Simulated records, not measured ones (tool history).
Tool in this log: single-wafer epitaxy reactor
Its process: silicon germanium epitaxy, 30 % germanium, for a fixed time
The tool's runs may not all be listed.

| run | day | wafer temperature setpoint (pyrometer-controlled) (deg C) | chamber pressure (Torr) | mean film thickness on the monitor wafer (nm) |
|---|---|---|---|---|
| 1 | 0 | 600 | 20.3 | 55.821 |
| 2 | 0.258 | 596 | 20 | 51.429 |
| 3 | 0.462 | 592 | 19.8 | 47.491 |
| 4 | 0.662 | 592 | 22.3 | 50.845 |
| 5 | 0.854 | 592 | 21 | 48.668 |
| 6 | 1.096 | 589 | 20.8 | 46.052 |

What will run 7 give?
| 7 | 1.392 | 587 | 20.5 | ? |

{"run 7": {"mean film thickness on the monitor wafer (nm)": 43.962}}
